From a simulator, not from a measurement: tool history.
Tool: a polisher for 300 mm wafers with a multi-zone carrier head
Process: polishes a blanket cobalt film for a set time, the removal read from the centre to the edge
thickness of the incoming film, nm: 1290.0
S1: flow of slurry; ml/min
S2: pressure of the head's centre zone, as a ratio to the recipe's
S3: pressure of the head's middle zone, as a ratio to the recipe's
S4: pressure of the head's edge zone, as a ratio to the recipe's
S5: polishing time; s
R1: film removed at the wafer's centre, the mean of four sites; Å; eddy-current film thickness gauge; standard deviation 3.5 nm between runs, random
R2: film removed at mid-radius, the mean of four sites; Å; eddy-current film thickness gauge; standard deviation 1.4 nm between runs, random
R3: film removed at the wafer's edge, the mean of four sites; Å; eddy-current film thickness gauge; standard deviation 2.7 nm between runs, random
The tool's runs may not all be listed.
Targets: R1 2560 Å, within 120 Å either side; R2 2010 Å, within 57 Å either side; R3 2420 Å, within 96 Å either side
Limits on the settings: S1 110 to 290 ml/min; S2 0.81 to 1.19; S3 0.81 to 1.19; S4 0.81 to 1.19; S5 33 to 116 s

Run 1, hour 0: S1 185 ml/min, S2 1, S3 1, S4 1, S5 74 s. Result: R1 2946.4 Å, R2 2891 Å, R3 2961.3 Å.
Run 2, hour 6: S1 185 ml/min, S2 1, S3 1, S4 1, S5 86 s. Result: R1 3326 Å, R2 3362.2 Å, R3 3513.6 Å.
Run 3, hour 7.2: S1 175 ml/min, S2 1.01, S3 0.95, S4 0.99, S5 79 s. Result: R1 3117.5 Å, R2 2931 Å, R3 3121 Å.
Run 4, hour 13.9: S1 175 ml/min, S2 1.07, S3 0.95, S4 0.99, S5 79 s. Result: R1 3362.4 Å, R2 2922.9 Å, R3 3152.9 Å.
Run 5, hour 22.6: S1 165 ml/min, S2 1.06, S3 0.91, S4 1, S5 74 s. Result: R1 3059.7 Å, R2 2609.1 Å, R3 2950.8 Å.
Run 6, hour 23.5: S1 155 ml/min, S2 1.06, S3 0.88, S4 0.99, S5 71 s. Result: R1 2873.7 Å, R2 2422.2 Å, R3 2747.8 Å.
Run 7, hour 26.1: S1 150 ml/min, S2 1.06, S3 0.86, S4 0.99, S5 69 s. Result: R1 2761.2 Å, R2 2300.1 Å, R3 2669.8 Å.
Run 8, hour 31.4: S1 145 ml/min, S2 1.07, S3 0.85, S4 0.99, S5 68 s. Result: R1 2760.1 Å, R2 2226 Å, R3 2631 Å.
Run 9, hour 33.4: S1 140 ml/min, S2 1.07, S3 0.84, S4 0.98, S5 67 s. Result: R1 2701.4 Å, R2 2118.1 Å, R3 2548.9 Å.
Run 10, hour 34.6: S1 120 ml/min, S2 1.04, S3 0.83, S4 0.93, S5 66 s. Result: R1 2418.9 Å, R2 1995.3 Å, R3 2355.3 Å.

Pick the move, out of 4, that brings all results within their allowed miss; only one does.
Run A, hour 35.8: S1 145 ml/min, S2 1.06, S3 0.82, S4 0.95, S5 64 s. Result: R1 ?, R2 ?, R3 ?.
Run B, hour 35.8: S1 145 ml/min, S2 1.16, S3 0.9, S4 0.95, S5 59 s. Result: R1 ?, R2 ?, R3 ?.
Run C, hour 35.8: S1 120 ml/min, S2 1.01, S3 0.85, S4 0.9, S5 63 s. Result: R1 ?, R2 ?, R3 ?.
Run D, hour 35.8: S1 125 ml/min, S2 0.96, S3 0.85, S4 0.89, S5 65 s. Result: R1 ?, R2 ?, R3 ?.

move      R1      R2      R3
   A  2526.1  2018.7  2401.7
   B  2551.5  2008.2  2211.7
   C  2241.1  1949.6  2226.8
   D    2226  2035.4  2304.2
A: each result inside its tolerance
B: puts the biggest miss on target and leaves a different result outside tolerance
C: the biggest miss grows against the last run
D: the biggest miss grows against the last run
Move A is the one to make.
